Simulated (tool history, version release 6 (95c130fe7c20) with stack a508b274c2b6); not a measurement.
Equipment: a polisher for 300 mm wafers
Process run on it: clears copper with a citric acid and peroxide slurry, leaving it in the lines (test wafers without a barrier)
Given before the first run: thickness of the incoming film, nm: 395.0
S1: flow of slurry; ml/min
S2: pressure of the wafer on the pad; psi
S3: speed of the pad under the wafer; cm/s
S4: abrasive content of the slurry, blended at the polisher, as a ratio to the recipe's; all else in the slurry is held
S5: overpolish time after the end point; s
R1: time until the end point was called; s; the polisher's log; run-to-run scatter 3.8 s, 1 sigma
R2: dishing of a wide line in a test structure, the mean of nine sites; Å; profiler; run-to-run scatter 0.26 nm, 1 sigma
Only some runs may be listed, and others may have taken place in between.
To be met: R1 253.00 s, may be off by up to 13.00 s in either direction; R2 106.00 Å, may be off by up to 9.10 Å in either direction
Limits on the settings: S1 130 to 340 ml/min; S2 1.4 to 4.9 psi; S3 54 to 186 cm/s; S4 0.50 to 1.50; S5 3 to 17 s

Run 1, day 0.000: S1 220 ml/min, S2 3.1 psi, S3 118 cm/s, S4 1.00, S5 9 s. Result: R1 171.35 s, R2 169.52 Å.
Run 2, day 0.367: S1 220 ml/min, S2 3.5 psi, S3 118 cm/s, S4 1.00, S5 9 s. Result: R1 153.30 s, R2 181.90 Å.
Run 3, day 0.608: S1 220 ml/min, S2 3.5 psi, S3 118 cm/s, S4 1.00, S5 12 s. Result: R1 158.71 s, R2 237.00 Å.
Run 4, day 0.729: S1 165 ml/min, S2 3.5 psi, S3 118 cm/s, S4 1.00, S5 12 s. Result: R1 154.09 s, R2 226.35 Å.
Run 5, day 0.896: S1 165 ml/min, S2 3.5 psi, S3 118 cm/s, S4 1.00, S5 9 s. Result: R1 160.58 s, R2 180.61 Å.
Run 6, day 1.171: S1 145 ml/min, S2 3.5 psi, S3 118 cm/s, S4 1.00, S5 9 s. Result: R1 160.84 s, R2 180.05 Å.
Run 7, day 1.338: S1 145 ml/min, S2 3.1 psi, S3 116 cm/s, S4 1.00, S5 9 s. Result: R1 184.43 s, R2 158.01 Å.
Run 8, day 1.400: S1 145 ml/min, S2 2.8 psi, S3 116 cm/s, S4 1.00, S5 9 s. Result: R1 204.28 s, R2 136.99 Å.
Run 9, day 1.629: S1 145 ml/min, S2 2.8 psi, S3 116 cm/s, S4 1.00, S5 9 s. Result: R1 200.15 s, R2 146.23 Å.
Run 10, day 1.662: S1 145 ml/min, S2 2.6 psi, S3 116 cm/s, S4 1.00, S5 9 s. Result: R1 216.09 s, R2 136.70 Å.
Run 11, day 1.892: S1 145 ml/min, S2 2.5 psi, S3 116 cm/s, S4 1.00, S5 9 s. Result: R1 225.14 s, R2 132.23 Å.
Run 12, day 1.958: S1 145 ml/min, S2 2.4 psi, S3 116 cm/s, S4 1.00, S5 9 s. Result: R1 236.49 s, R2 130.61 Å.

Consider the 5 candidate settings below. Which is the only one whose results all fall within their allowed miss of target?
Run A, day 2.025: S1 170 ml/min, S2 2.2 psi, S3 104 cm/s, S4 1.10, S5 12 s. Result: R1 ?, R2 ?.
Run B, day 2.025: S1 160 ml/min, S2 2.2 psi, S3 116 cm/s, S4 1.05, S5 8 s. Result: R1 ?, R2 ?.
Run C, day 2.025: S1 180 ml/min, S2 2.0 psi, S3 146 cm/s, S4 1.20, S5 9 s. Result: R1 ?, R2 ?.
Run D, day 2.025: S1 130 ml/min, S2 2.6 psi, S3 110 cm/s, S4 1.00, S5 14 s. Result: R1 ?, R2 ?.
Run E, day 2.025: S1 130 ml/min, S2 2.9 psi, S3 80 cm/s, S4 1.00, S5 10 s. Result: R1 ?, R2 ?.

move      R1      R2
   A  257.15  152.12
   B  246.11  109.65
   C  221.53  134.03
   D  224.94  196.46
   E  241.54  137.48
A: the biggest miss grows against the last run
B: each result inside its tolerance
C: the biggest miss grows against the last run
D: the biggest miss grows against the last run
E: the biggest miss grows against the last run
B meets every target.
